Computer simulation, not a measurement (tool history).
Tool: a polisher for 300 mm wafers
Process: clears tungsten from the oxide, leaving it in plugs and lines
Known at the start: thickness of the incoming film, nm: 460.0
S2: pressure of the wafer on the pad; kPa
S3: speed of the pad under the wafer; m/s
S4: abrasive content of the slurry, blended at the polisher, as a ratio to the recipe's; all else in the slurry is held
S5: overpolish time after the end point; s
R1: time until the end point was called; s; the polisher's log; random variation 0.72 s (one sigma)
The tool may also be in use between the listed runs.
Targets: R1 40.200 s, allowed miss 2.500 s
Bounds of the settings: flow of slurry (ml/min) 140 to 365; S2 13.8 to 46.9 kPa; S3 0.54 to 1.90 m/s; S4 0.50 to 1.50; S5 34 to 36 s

run 1 hour=0.0 | flow_of_slurry_(ml/min)=235 S2=30.3 S3=1.22 S4=1.00 S5=34 | R1=56.639
run 2 hour=7.5 | flow_of_slurry_(ml/min)=235 S2=33.1 S3=1.22 S4=1.00 S5=34 | R1=52.797
run 3 hour=14.7 | flow_of_slurry_(ml/min)=235 S2=33.1 S3=1.22 S4=0.80 S5=34 | R1=56.730
run 4 hour=19.9 | flow_of_slurry_(ml/min)=200 S2=33.1 S3=1.22 S4=0.80 S5=34 | R1=55.524
run 5 hour=23.1 | flow_of_slurry_(ml/min)=200 S2=33.1 S3=1.06 S4=0.80 S5=34 | R1=62.565
run 6 hour=29.3 | flow_of_slurry_(ml/min)=200 S2=35.9 S3=1.06 S4=0.80 S5=34 | R1=57.324
run 7 hour=34.7 | flow_of_slurry_(ml/min)=200 S2=37.2 S3=1.06 S4=0.80 S5=34 | R1=56.780
run 8 hour=41.5 | flow_of_slurry_(ml/min)=200 S2=37.2 S3=1.06 S4=0.80 S5=34 | R1=54.636
run 9 hour=48.1 | flow_of_slurry_(ml/min)=200 S2=37.9 S3=1.06 S4=0.80 S5=34 | R1=54.471
run 10 hour=55.6 | flow_of_slurry_(ml/min)=200 S2=38.6 S3=1.08 S4=0.80 S5=34 | R1=54.529
run 11 hour=62.8 | flow_of_slurry_(ml/min)=200 S2=39.3 S3=1.10 S4=0.80 S5=34 | R1=52.933
run 12 hour=69.1 | flow_of_slurry_(ml/min)=200 S2=40.0 S3=1.12 S4=0.80 S5=34 | R1=50.082
run 13 hour=75.1 | flow_of_slurry_(ml/min)=200 S2=40.7 S3=1.14 S4=0.80 S5=34 | R1=48.622
run 14 hour=80.1 | flow_of_slurry_(ml/min)=200 S2=41.4 S3=1.14 S4=0.80 S5=34 | R1=48.308

4 next moves are on the table. One of them brings every result within its allowed miss. Which?
run A hour=85.1 | flow_of_slurry_(ml/min)=195 S2=35.2 S3=1.18 S4=0.85 S5=36 | R1=?
run B hour=85.1 | flow_of_slurry_(ml/min)=200 S2=43.4 S3=1.34 S4=0.75 S5=34 | R1=?
run C hour=85.1 | flow_of_slurry_(ml/min)=205 S2=44.8 S3=1.10 S4=0.70 S5=34 | R1=?
run D hour=85.1 | flow_of_slurry_(ml/min)=200 S2=40.7 S3=1.04 S4=0.95 S5=36 | R1=?

move=A R1=54.980
move=B R1=41.177
move=C R1=46.773
move=D R1=51.397
A: further off than the last run
B: meets every target
C: nearer than the last run, and not there yet
D: further off than the last run
Answer: B

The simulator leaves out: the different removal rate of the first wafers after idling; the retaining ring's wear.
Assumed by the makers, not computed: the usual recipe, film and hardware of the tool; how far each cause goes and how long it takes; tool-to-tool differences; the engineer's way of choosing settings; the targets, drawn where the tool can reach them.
